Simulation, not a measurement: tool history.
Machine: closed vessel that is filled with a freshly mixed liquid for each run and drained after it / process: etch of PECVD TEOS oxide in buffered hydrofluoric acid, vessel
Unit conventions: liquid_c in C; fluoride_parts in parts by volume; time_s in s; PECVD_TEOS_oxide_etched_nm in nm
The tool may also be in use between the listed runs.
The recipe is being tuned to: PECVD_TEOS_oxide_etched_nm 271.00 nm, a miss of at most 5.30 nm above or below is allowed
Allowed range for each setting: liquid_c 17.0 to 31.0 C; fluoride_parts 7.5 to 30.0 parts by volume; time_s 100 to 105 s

| run | hour | liquid_c | fluoride_parts | time_s | PECVD_TEOS_oxide_etched_nm |
|---|---|---|---|---|---|
| 1 | 0.0 | 23.0 | 21.0 | 100 | 104.38 |
| 2 | 6.9 | 25.5 | 21.0 | 100 | 119.36 |
| 3 | 11.4 | 25.5 | 16.0 | 100 | 151.53 |
| 4 | 19.6 | 25.5 | 11.5 | 100 | 208.98 |
| 5 | 27.5 | 25.5 | 11.5 | 105 | 221.32 |
| 6 | 32.8 | 25.5 | 15.5 | 105 | 166.59 |
| 7 | 34.4 | 26.5 | 14.5 | 105 | 185.39 |
| 8 | 42.8 | 27.5 | 13.5 | 105 | 209.55 |
| 9 | 47.0 | 28.0 | 13.0 | 105 | 224.64 |
| 10 | 55.5 | 28.5 | 13.0 | 105 | 229.14 |
| 11 | 56.2 | 29.0 | 13.0 | 105 | 234.45 |
| 12 | 58.2 | 29.5 | 13.0 | 105 | 242.04 |
|  | 60.3 | hydrofluoric acid flow meter replaced |
| 13 | 60.3 | 30.0 | 13.0 | 105 | 262.32 |

Exactly one of the 4 candidate moves below puts every result within its allowed miss. Which one?
| A | 62.4 | 30.5 | 13.0 | 100 | ? |
| B | 62.4 | 30.0 | 12.0 | 100 | ? |
| C | 62.4 | 28.5 | 12.5 | 105 | ? |
| D | 62.4 | 29.5 | 12.5 | 100 | ? |

| move | PECVD_TEOS_oxide_etched_nm |
|---|---|
| A | 256.38 |
| B | 270.05 |
| C | 251.75 |
| D | 252.77 |
A: misses by more than the last run did
B: in spec on every target
C: misses by more than the last run did
D: misses by more than the last run did
Answer: B
